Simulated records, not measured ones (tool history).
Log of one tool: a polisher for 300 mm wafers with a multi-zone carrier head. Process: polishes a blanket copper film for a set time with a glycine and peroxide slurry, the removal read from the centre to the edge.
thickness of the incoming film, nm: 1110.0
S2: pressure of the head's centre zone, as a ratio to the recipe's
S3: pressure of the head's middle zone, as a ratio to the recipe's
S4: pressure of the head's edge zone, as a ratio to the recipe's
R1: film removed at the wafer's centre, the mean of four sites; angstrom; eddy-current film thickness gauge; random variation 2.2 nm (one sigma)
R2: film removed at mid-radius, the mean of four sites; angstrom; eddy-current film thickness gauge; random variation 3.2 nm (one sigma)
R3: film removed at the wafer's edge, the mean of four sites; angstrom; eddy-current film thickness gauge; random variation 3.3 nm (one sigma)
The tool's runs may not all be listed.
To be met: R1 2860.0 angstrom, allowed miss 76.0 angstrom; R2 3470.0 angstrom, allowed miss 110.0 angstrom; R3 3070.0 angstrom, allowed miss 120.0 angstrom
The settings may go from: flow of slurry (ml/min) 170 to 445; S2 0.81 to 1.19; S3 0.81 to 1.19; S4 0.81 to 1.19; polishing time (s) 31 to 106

run 1 hour=0.0 | flow_of_slurry_(ml/min)=285 S2=1.00 S3=1.00 S4=1.00 polishing_time_(s)=68 | R1=4292.6 R2=4402.2 R3=4293.1
run 2 hour=5.5 | flow_of_slurry_(ml/min)=240 S2=1.00 S3=1.00 S4=1.00 polishing_time_(s)=68 | R1=4203.2 R2=4231.3 R3=4268.6
run 3 hour=8.0 | flow_of_slurry_(ml/min)=190 S2=1.00 S3=1.00 S4=1.00 polishing_time_(s)=68 | R1=4162.8 R2=4134.6 R3=4158.7
run 4 hour=15.5 | flow_of_slurry_(ml/min)=190 S2=1.00 S3=1.00 S4=0.96 polishing_time_(s)=68 | R1=4073.9 R2=4160.7 R3=4098.2
run 5 hour=19.8 | flow_of_slurry_(ml/min)=190 S2=1.00 S3=1.00 S4=0.96 polishing_time_(s)=78 | R1=4726.7 R2=4771.2 R3=4658.4
run 6 hour=25.4 | flow_of_slurry_(ml/min)=190 S2=0.92 S3=1.00 S4=0.96 polishing_time_(s)=78 | R1=4362.1 R2=4761.4 R3=4709.8
run 7 hour=30.6 | flow_of_slurry_(ml/min)=200 S2=0.86 S3=1.07 S4=0.86 polishing_time_(s)=59 | R1=3092.6 R2=3838.3 R3=3356.3
run 8 hour=39.5 | flow_of_slurry_(ml/min)=205 S2=0.85 S3=1.03 S4=0.82 polishing_time_(s)=53 | R1=2794.7 R2=3307.2 R3=2988.4
run 9 hour=42.0 | flow_of_slurry_(ml/min)=210 S2=0.85 S3=1.04 S4=0.83 polishing_time_(s)=53 | R1=2814.7 R2=3415.2 R3=3001.8

Which of these 4 next moves meets every target?
run A hour=44.5 | flow_of_slurry_(ml/min)=225 S2=0.96 S3=1.16 S4=0.81 polishing_time_(s)=50 | R1=? R2=? R3=?
run B hour=44.5 | flow_of_slurry_(ml/min)=240 S2=0.88 S3=1.04 S4=0.81 polishing_time_(s)=50 | R1=? R2=? R3=?
run C hour=44.5 | flow_of_slurry_(ml/min)=175 S2=0.92 S3=1.08 S4=0.82 polishing_time_(s)=51 | R1=? R2=? R3=?
run D hour=44.5 | flow_of_slurry_(ml/min)=175 S2=0.88 S3=1.06 S4=0.84 polishing_time_(s)=54 | R1=? R2=? R3=?

move=A R1=2949.9 R2=3569.6 R3=2869.1
move=B R1=2732.0 R2=3275.1 R3=2888.9
move=C R1=2789.2 R2=3321.6 R3=2879.0
move=D R1=2829.4 R2=3462.0 R3=3081.7
A: takes the result that was furthest off past its target
B: further off than the last run
C: brings the result that was furthest off to its target, and leaves another outside
D: meets every target
Answer: D
